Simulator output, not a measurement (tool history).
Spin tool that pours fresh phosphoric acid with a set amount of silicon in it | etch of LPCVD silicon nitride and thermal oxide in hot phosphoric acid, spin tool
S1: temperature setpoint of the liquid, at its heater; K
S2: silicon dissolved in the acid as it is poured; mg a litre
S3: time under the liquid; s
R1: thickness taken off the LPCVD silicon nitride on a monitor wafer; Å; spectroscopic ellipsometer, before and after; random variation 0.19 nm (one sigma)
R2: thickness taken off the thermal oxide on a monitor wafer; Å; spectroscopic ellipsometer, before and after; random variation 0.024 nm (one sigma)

| run | day | S1 | S2 | S3 | R1 | R2 |
|---|---|---|---|---|---|---|
| 1 | 0 | 437.15 | 25.5 | 150 | 168.65 | 2.888 |
| 2 | 0.217 | 437.15 | 31 | 150 | 171.88 | 2.6735 |
| 3 | 0.333 | 437.65 | 36.5 | 160 | 183.75 | 2.0502 |
| 4 | 0.621 | 438.15 | 37 | 165 | 192.49 | 2.1555 |
| 5 | 0.679 | 437.15 | 37 | 165 | 186.94 | 1.9629 |
| 6 | 1.058 | 437.65 | 38.5 | 170 | 195.87 | 2.3629 |
| 7 | 1.304 | 438.15 | 41 | 175 | 203 | 1.6222 |
| 8 | 1.417 | 438.65 | 39 | 180 | 212.65 | 2.4563 |

Run 9 comes next. What will it give?
| 9 | 1.458 | 438.65 | 40.5 | 185 | ? | ? |

{"run 9": {"R1": 214.73, "R2": 1.7696}}

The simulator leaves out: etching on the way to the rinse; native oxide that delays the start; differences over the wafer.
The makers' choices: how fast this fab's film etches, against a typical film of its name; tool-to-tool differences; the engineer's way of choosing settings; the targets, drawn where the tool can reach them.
